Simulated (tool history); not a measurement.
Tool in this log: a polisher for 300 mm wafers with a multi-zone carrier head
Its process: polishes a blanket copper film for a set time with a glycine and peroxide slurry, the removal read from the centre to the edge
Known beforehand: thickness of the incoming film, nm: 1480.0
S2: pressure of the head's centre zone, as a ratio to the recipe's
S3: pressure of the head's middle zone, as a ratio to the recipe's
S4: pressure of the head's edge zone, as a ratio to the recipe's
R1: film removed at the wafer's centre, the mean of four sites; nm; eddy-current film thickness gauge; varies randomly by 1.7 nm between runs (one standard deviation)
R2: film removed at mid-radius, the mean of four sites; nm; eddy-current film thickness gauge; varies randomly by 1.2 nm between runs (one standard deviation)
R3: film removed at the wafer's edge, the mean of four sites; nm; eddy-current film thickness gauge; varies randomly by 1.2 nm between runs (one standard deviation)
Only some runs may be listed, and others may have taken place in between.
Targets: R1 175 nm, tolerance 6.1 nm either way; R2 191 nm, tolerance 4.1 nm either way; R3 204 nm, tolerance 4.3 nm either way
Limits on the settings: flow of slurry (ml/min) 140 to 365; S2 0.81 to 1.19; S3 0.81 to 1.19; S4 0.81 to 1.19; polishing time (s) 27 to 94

run 1 hour=0 | flow_of_slurry_(ml/min)=235 S2=1 S3=1 S4=1 polishing_time_(s)=60 | R1=318.42 R2=325.38 R3=319.35
run 2 hour=4 | flow_of_slurry_(ml/min)=225 S2=0.97 S3=0.98 S4=0.98 polishing_time_(s)=57 | R1=290.35 R2=306.65 R3=298.35
run 3 hour=11 | flow_of_slurry_(ml/min)=225 S2=0.97 S3=0.98 S4=0.98 polishing_time_(s)=72 | R1=369.69 R2=387.75 R3=379.74
run 4 hour=19.1 | flow_of_slurry_(ml/min)=175 S2=0.97 S3=0.98 S4=0.98 polishing_time_(s)=72 | R1=366.25 R2=376.73 R3=374.85
run 5 hour=26.6 | flow_of_slurry_(ml/min)=175 S2=0.97 S3=1.02 S4=0.98 polishing_time_(s)=72 | R1=364.35 R2=384.34 R3=370.72
run 6 hour=33.7 | flow_of_slurry_(ml/min)=210 S2=0.97 S3=1.02 S4=0.98 polishing_time_(s)=72 | R1=366.19 R2=395.52 R3=379.93
run 7 hour=42.4 | flow_of_slurry_(ml/min)=205 S2=0.95 S3=0.99 S4=0.98 polishing_time_(s)=66 | R1=332.08 R2=350.96 R3=343.45
run 8 hour=49.1 | flow_of_slurry_(ml/min)=210 S2=0.93 S3=0.98 S4=0.99 polishing_time_(s)=60 | R1=292.98 R2=317.7 R3=314.65
run 9 hour=52.6 | flow_of_slurry_(ml/min)=205 S2=0.91 S3=0.96 S4=0.98 polishing_time_(s)=56 | R1=269.38 R2=290.73 R3=291.31
run 10 hour=60.9 | flow_of_slurry_(ml/min)=200 S2=0.89 S3=0.95 S4=0.98 polishing_time_(s)=53 | R1=241.58 R2=271.84 R3=274.97
run 11 hour=65.8 | flow_of_slurry_(ml/min)=195 S2=0.88 S3=0.93 S4=0.96 polishing_time_(s)=51 | R1=234.49 R2=254.81 R3=263.37
run 12 hour=72.1 | flow_of_slurry_(ml/min)=190 S2=0.87 S3=0.92 S4=0.95 polishing_time_(s)=49 | R1=224.19 R2=245.12 R3=251.06
run 13 hour=76.2 | flow_of_slurry_(ml/min)=185 S2=0.86 S3=0.91 S4=0.94 polishing_time_(s)=47 | R1=211.62 R2=229.52 R3=242.92
run 14 hour=80.7 | flow_of_slurry_(ml/min)=185 S2=0.85 S3=0.91 S4=0.93 polishing_time_(s)=46 | R1=201.85 R2=225.59 R3=230.46
run 15 hour=83.3 | flow_of_slurry_(ml/min)=180 S2=0.84 S3=0.9 S4=0.92 polishing_time_(s)=45 | R1=195.68 R2=216.14 R3=226.44
run 16 hour=87 | flow_of_slurry_(ml/min)=180 S2=0.84 S3=0.9 S4=0.92 polishing_time_(s)=45 | R1=193.39 R2=218.87 R3=227.04
run 17 hour=95.3 | flow_of_slurry_(ml/min)=175 S2=0.84 S3=0.89 S4=0.9 polishing_time_(s)=45 | R1=195.1 R2=213.83 R3=221.59
run 18 hour=100.6 | flow_of_slurry_(ml/min)=175 S2=0.84 S3=0.89 S4=0.9 polishing_time_(s)=45 | R1=193.54 R2=218.53 R3=223.43
run 19 hour=105.8 | flow_of_slurry_(ml/min)=170 S2=0.84 S3=0.88 S4=0.89 polishing_time_(s)=45 | R1=190.52 R2=213.72 R3=222.92
run 20 hour=108 | flow_of_slurry_(ml/min)=170 S2=0.84 S3=0.87 S4=0.88 polishing_time_(s)=45 | R1=188.47 R2=211.1 R3=221.72
run 21 hour=109.4 | flow_of_slurry_(ml/min)=170 S2=0.84 S3=0.86 S4=0.87 polishing_time_(s)=45 | R1=194.82 R2=209.02 R3=216.94
run 22 hour=114.7 | flow_of_slurry_(ml/min)=145 S2=0.81 S3=0.84 S4=0.89 polishing_time_(s)=41 | R1=165.12 R2=182.56 R3=199.38
run 23 hour=118.4 | flow_of_slurry_(ml/min)=150 S2=0.81 S3=0.84 S4=0.89 polishing_time_(s)=41 | R1=167.8 R2=184.02 R3=201.95
run 24 hour=123.1 | flow_of_slurry_(ml/min)=155 S2=0.81 S3=0.84 S4=0.89 polishing_time_(s)=41 | R1=168.73 R2=183.18 R3=201.72
run 25 hour=131.2 | flow_of_slurry_(ml/min)=160 S2=0.81 S3=0.84 S4=0.89 polishing_time_(s)=41 | R1=166.7 R2=186 R3=200.1
run 26 hour=138.7 | flow_of_slurry_(ml/min)=165 S2=0.81 S3=0.84 S4=0.89 polishing_time_(s)=41 | R1=171.57 R2=184.63 R3=199.84

Which of these 4 next moves meets every target?
run A hour=146.2 | flow_of_slurry_(ml/min)=140 S2=0.85 S3=0.82 S4=0.93 polishing_time_(s)=41 | R1=? R2=? R3=?
run B hour=146.2 | flow_of_slurry_(ml/min)=155 S2=0.85 S3=0.82 S4=0.95 polishing_time_(s)=43 | R1=? R2=? R3=?
run C hour=146.2 | flow_of_slurry_(ml/min)=140 S2=0.84 S3=0.87 S4=0.89 polishing_time_(s)=42 | R1=? R2=? R3=?
run D hour=146.2 | flow_of_slurry_(ml/min)=170 S2=0.83 S3=0.82 S4=0.85 polishing_time_(s)=40 | R1=? R2=? R3=?

move=A R1=174.47 R2=177.73 R3=201.86
move=B R1=185.78 R2=188.92 R3=215.92
move=C R1=176.67 R2=191.15 R3=202.51
move=D R1=170.94 R2=177.84 R3=192.49
A: lands further from the targets than the last run did
B: corrects the largest miss of the last run, while another result sits out of spec
C: each result inside its tolerance
D: lands further from the targets than the last run did
The move that meets every target is C.
